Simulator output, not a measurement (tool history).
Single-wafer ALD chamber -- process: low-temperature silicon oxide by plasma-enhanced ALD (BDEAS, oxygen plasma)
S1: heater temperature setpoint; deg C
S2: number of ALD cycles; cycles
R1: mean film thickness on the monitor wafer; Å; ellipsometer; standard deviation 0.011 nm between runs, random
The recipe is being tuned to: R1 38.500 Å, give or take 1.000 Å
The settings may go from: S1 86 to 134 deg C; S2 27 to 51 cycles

{"run": 1, "hour": 0.0, "S1": 110, "S2": 39, "R1": 52.108}
{"run": 2, "hour": 6.0, "S1": 115, "S2": 39, "R1": 51.889}
{"run": 3, "hour": 8.7, "S1": 115, "S2": 43, "R1": 57.156}
{"run": 4, "hour": 15.9, "S1": 116, "S2": 38, "R1": 50.451}
{"run": 5, "hour": 16.6, "S1": 116, "S2": 43, "R1": 57.076}
{"run": 6, "hour": 19.5, "S1": 116, "S2": 48, "R1": 63.85}
{"run": 7, "hour": 20.7, "S1": 120, "S2": 41, "R1": 53.712}
{"run": 8, "hour": 24.0, "S1": 124, "S2": 35, "R1": 45.538}
{"run": 9, "hour": 24.8, "S1": 125, "S2": 33, "R1": 42.727}
{"run": 10, "hour": 29.1, "S1": 126, "S2": 32, "R1": 41.669}
{"run": 11, "hour": 32.1, "S1": 127, "S2": 31, "R1": 40.277}
{"run": 12, "hour": 36.5, "S1": 128, "S2": 31, "R1": 40.149}
{"run": 13, "hour": 38.3, "S1": 129, "S2": 31, "R1": 39.88}
{"run": 14, "hour": 43.6, "S1": 130, "S2": 31, "R1": 39.895}

Pick the move, out of 5, that brings all results within their allowed miss; only one does.
{"run": "A", "hour": 48.9, "S1": 105, "S2": 31, "R1": "?"}
{"run": "B", "hour": 48.9, "S1": 127, "S2": 32, "R1": "?"}
{"run": "C", "hour": 48.9, "S1": 132, "S2": 30, "R1": "?"}
{"run": "D", "hour": 48.9, "S1": 134, "S2": 32, "R1": "?"}
{"run": "E", "hour": 48.9, "S1": 122, "S2": 32, "R1": "?"}

move=A R1=42.057
move=B R1=41.433
move=C R1=38.421
move=D R1=40.803
move=E R1=41.883
A: the biggest miss grows against the last run
B: the biggest miss grows against the last run
C: hits every target within its allowed miss
D: the biggest miss grows against the last run
E: the biggest miss grows against the last run
C is the move that brings every result within its allowed miss.
